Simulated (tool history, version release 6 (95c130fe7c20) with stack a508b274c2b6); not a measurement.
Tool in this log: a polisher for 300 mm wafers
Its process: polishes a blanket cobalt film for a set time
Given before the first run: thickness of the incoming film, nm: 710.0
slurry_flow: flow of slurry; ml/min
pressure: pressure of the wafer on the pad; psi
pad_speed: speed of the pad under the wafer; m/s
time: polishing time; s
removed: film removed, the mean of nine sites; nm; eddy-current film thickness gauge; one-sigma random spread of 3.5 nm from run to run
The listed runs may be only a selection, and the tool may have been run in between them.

run  hour  slurry_flow  pressure  pad_speed  time  removed
  1   0.0          140       2.5       1.12    25   153.66
  2   1.4          145       2.7       1.14    25   170.52
  3   4.8          145       2.7       1.24    25   188.72
  4  12.2          150       2.8       1.24    25   196.47
  5  18.8          150       2.8       1.24    23   176.44
  6  21.0          150       2.9       1.28    23   189.11
  7  22.9          150       3.0       1.30    23   193.29
  8  26.4          155       3.1       1.34    23   209.31
  9  33.3          155       3.2       1.38    23   219.46

Run 10 comes next. What will it give?
 10  36.3          175       3.9       1.54    23        ?

{"run 10": {"removed": 298.52}}
